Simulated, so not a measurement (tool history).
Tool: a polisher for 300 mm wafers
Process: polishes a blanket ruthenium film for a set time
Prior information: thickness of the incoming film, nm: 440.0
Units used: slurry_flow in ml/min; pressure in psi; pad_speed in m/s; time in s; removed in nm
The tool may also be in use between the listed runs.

run	hour	slurry_flow	pressure	pad_speed	time	removed
1	0	245	2.7	0.98	25	32.176
2	3.4	205	2.7	0.98	25	31.652
3	5.5	265	2.7	0.98	25	32.358
4	9.9	265	2.7	0.74	25	24.786
5	12.3	265	2.5	0.74	25	23.149
6	15.6	265	2.5	0.5	25	15.898
7	17.6	290	2.6	0.5	25	16.63
8	26.1	290	2.7	0.5	25	17.261

Run 9 is up next; what results do you expect?
9	28.5	290	2.8	0.5	25	?

{"run 9": {"removed": 17.909}}
